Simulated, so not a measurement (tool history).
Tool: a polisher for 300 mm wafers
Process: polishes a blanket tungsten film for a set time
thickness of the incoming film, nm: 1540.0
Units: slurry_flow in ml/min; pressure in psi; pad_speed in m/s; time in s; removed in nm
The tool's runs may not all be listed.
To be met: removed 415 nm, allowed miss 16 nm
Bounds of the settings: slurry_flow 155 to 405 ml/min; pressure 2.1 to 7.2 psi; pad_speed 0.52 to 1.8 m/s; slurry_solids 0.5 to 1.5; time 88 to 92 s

run,hour,slurry_flow,pressure,pad_speed,slurry_solids,time,removed
1,0,260,4.6,1.16,1,88,647.42
2,4.3,260,4.6,1.16,0.85,88,636.45
3,9,260,4.1,1.16,0.85,88,571
4,16.6,260,3.7,1.16,0.85,88,522.41
5,17.4,260,4.1,1.16,0.85,88,566.8
6,25,260,3.7,1.16,0.85,88,513.97
7,29.2,260,3.5,1.16,0.85,88,493.54
8,33.7,260,2.6,1.14,0.85,88,377.83
9,41.9,260,2.7,1.14,0.85,88,384.77

Which of these 4 next moves meets every target?
A,50.1,285,2.3,1.24,0.55,92,?
B,50.1,315,3.4,0.76,0.75,88,?
C,50.1,280,2.5,1.2,0.9,92,?
D,50.1,225,2.5,1.18,0.5,92,?

move,removed
A,359.27
B,351.17
C,411.09
D,353.25
A: further off than the last run
B: further off than the last run
C: meets every target
D: further off than the last run
Answer: C
